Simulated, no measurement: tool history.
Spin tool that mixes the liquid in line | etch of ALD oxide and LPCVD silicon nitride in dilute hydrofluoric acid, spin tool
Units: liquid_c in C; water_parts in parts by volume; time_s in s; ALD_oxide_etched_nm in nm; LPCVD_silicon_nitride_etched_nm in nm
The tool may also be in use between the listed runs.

run,day,liquid_c,water_parts,time_s,ALD_oxide_etched_nm,LPCVD_silicon_nitride_etched_nm
1,0,25,70,180,35.394,1.3807
2,0.246,26,75,185,34.72,1.4183
3,0.308,26.5,80,190,33.798,1.43
4,0.633,26.5,85,195,32.48,1.4009
5,0.738,26.5,100,195,27.175,1.1603
6,0.808,24.5,100,195,25.388,1.0399

What does the tool deliver on the next run?
7,1.025,25.5,100,195,?,?

ALD_oxide_etched_nm: 26.275 nm
LPCVD_silicon_nitride_etched_nm: 1.0836 nm

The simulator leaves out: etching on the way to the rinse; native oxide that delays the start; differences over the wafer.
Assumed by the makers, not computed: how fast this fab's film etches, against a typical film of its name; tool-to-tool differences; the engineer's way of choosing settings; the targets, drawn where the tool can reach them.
